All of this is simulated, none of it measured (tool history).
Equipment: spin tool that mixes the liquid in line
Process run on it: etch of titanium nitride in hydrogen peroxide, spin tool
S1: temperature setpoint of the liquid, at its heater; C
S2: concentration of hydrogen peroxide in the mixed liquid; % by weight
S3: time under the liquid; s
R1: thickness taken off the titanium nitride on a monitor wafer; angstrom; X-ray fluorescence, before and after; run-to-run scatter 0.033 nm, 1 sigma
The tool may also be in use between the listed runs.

run	hour	S1	S2	S3	R1
1	0.0	46.0	21.0	300	104.980
2	6.2	44.5	21.0	300	93.059
3	12.5	44.5	21.0	320	99.364
4	14.1	44.5	18.5	320	96.792
5	22.1	44.5	15.5	320	93.320
6	29.9	43.5	15.5	320	87.254
7	37.0	42.5	15.5	320	80.629
8	39.5	41.5	15.5	320	74.472
9	42.6	41.0	15.5	320	70.986

Predict the results of run 10:
10	45.6	40.5	15.5	320	?

{"run 10": {"R1": 69.198}}
